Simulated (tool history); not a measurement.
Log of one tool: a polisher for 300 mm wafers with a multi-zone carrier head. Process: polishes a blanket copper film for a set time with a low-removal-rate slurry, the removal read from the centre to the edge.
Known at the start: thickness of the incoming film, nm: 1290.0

run	hour	flow of slurry (ml/min)	pressure of the head's centre zone	pressure of the head's middle zone	pressure of the head's edge zone	abrasive content of the slurry	polishing time (s)	film removed at the wafer's centre (angstrom)	film removed at mid-radius (angstrom)	film removed at the wafer's edge (angstrom)
1	0.0	230	1.00	1.00	1.00	1.0	30	753.04	737.18	743.14
2	5.0	230	1.00	1.00	1.00	0.8	30	721.72	681.58	715.03
3	7.2	230	1.00	1.00	1.00	0.8	33	808.02	772.36	789.25
4	11.4	240	1.01	0.99	1.02	0.8	33	808.02	780.41	797.22
5	16.9	280	1.01	0.99	1.02	0.8	33	814.21	788.61	807.31
6	20.7	280	1.03	0.97	1.04	0.8	33	856.93	780.34	811.54

Run 7 comes next. What will it give?
7	23.9	280	1.03	0.96	1.06	0.8	33	?	?	?

film removed at the wafer's centre (angstrom): 840.38
film removed at mid-radius (angstrom): 773.10
film removed at the wafer's edge (angstrom): 818.50

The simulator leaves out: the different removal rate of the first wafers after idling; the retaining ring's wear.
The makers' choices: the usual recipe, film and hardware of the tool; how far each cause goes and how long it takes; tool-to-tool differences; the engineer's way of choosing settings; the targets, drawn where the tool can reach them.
